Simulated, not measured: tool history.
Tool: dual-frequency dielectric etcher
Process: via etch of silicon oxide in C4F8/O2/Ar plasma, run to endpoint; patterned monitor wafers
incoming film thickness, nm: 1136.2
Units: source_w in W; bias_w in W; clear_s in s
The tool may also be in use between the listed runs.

Run 1, day 0: source_w 1860 W, bias_w 1658 W. Result: clear_s 239.72 s.
Run 2, day 0.133: source_w 1770 W, bias_w 1652 W. Result: clear_s 244.06 s.
Run 3, day 0.183: source_w 1460 W, bias_w 1652 W. Result: clear_s 266.8 s.
Run 4, day 0.446: source_w 1460 W, bias_w 1890 W. Result: clear_s 256.48 s.
Run 5, day 0.812: source_w 1420 W, bias_w 1888 W. Result: clear_s 260.29 s.
Run 6, day 0.954: source_w 1640 W, bias_w 1888 W. Result: clear_s 243.6 s.

The next listed run, before its measurement:
Run 7, day 1.175: source_w 1570 W, bias_w 1885 W. Result: clear_s ?.

{"run 7": {"clear_s": 248.43}}
